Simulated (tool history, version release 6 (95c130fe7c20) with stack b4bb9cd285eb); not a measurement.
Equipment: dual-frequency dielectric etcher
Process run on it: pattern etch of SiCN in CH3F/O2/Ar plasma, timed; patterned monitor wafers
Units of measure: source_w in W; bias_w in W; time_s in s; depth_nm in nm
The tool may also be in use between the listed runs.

| run | hour | source_w | bias_w | time_s | depth_nm |
|---|---|---|---|---|---|
| 1 | 0.0 | 320 | 104 | 48.0 | 19.136 |
| 2 | 7.7 | 320 | 104 | 48.0 | 19.129 |
| 3 | 14.7 | 300 | 104 | 48.0 | 18.333 |
| 4 | 16.2 | 300 | 104 | 48.0 | 18.343 |
| 5 | 23.3 | 280 | 104 | 48.0 | 17.605 |
| 6 | 28.7 | 280 | 97 | 48.0 | 17.278 |
| 7 | 32.2 | 260 | 90 | 47.0 | 15.737 |
| 8 | 39.1 | 250 | 85 | 46.5 | 15.045 |
| 9 | 41.1 | 240 | 81 | 46.0 | 14.177 |
| 10 | 47.7 | 240 | 81 | 46.0 | 14.261 |
| 11 | 52.2 | 230 | 78 | 45.5 | 13.507 |

The next listed run, before its measurement:
| 12 | 54.5 | 220 | 76 | 45.5 | ? |

depth_nm: 12.969 nm
